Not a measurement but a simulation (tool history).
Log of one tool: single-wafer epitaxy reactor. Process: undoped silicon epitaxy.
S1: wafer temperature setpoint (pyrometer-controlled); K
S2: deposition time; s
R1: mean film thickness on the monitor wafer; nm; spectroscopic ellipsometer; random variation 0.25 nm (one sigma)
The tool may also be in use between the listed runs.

Run 1, hour 0.0: S1 933.15 K, S2 408 s. Result: R1 82.346 nm.
Run 2, hour 4.4: S1 924.15 K, S2 408 s. Result: R1 67.580 nm.
Run 3, hour 8.2: S1 924.15 K, S2 349 s. Result: R1 57.702 nm.
Run 4, hour 14.8: S1 934.15 K, S2 349 s. Result: R1 72.148 nm.
Run 5, hour 17.9: S1 930.15 K, S2 349 s. Result: R1 66.229 nm.
Run 6, hour 18.8: S1 933.15 K, S2 350 s. Result: R1 70.761 nm.

Run 7 comes next. What will it give?
Run 7, hour 24.2: S1 936.15 K, S2 351 s. Result: R1 ?.

{"run 7": {"R1": 75.143}}

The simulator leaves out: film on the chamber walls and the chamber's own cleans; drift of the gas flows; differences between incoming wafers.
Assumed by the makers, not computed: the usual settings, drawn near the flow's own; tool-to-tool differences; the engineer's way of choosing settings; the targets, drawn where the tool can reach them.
